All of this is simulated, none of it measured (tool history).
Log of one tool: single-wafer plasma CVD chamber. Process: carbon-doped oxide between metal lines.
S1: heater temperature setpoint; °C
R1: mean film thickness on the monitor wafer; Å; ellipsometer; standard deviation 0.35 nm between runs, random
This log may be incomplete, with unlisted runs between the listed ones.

run 1 hour=0 | S1=330 chamber_pressure_(mTorr)=4580 RF_power_(kW)=0.465 deposition_time_(s)=22.8 | R1=1160.9
run 2 hour=6.8 | S1=330 chamber_pressure_(mTorr)=4580 RF_power_(kW)=0.525 deposition_time_(s)=22.8 | R1=1249.7
run 3 hour=7.7 | S1=330 chamber_pressure_(mTorr)=4580 RF_power_(kW)=0.495 deposition_time_(s)=22.8 | R1=1203
run 4 hour=11.3 | S1=330 chamber_pressure_(mTorr)=4580 RF_power_(kW)=0.465 deposition_time_(s)=22.8 | R1=1156.9
run 5 hour=17.4 | S1=330 chamber_pressure_(mTorr)=4580 RF_power_(kW)=0.44 deposition_time_(s)=22.8 | R1=1118.3
run 6 hour=24.7 | S1=327 chamber_pressure_(mTorr)=4790 RF_power_(kW)=0.455 deposition_time_(s)=22.8 | R1=1173.9
run 7 hour=27.8 | S1=324 chamber_pressure_(mTorr)=5000 RF_power_(kW)=0.455 deposition_time_(s)=22.8 | R1=1189.4
run 8 hour=34.6 | S1=322 chamber_pressure_(mTorr)=5170 RF_power_(kW)=0.465 deposition_time_(s)=22.8 | R1=1225.8
run 9 hour=40.1 | S1=320 chamber_pressure_(mTorr)=5330 RF_power_(kW)=0.47 deposition_time_(s)=22.8 | R1=1261.4
run 10 hour=41.5 | S1=318 chamber_pressure_(mTorr)=5470 RF_power_(kW)=0.47 deposition_time_(s)=22.8 | R1=1269.9

The next listed run, before its measurement:
run 11 hour=43.8 | S1=317 chamber_pressure_(mTorr)=5590 RF_power_(kW)=0.475 deposition_time_(s)=22.8 | R1=?

{"run 11": {"R1": 1294.1}}
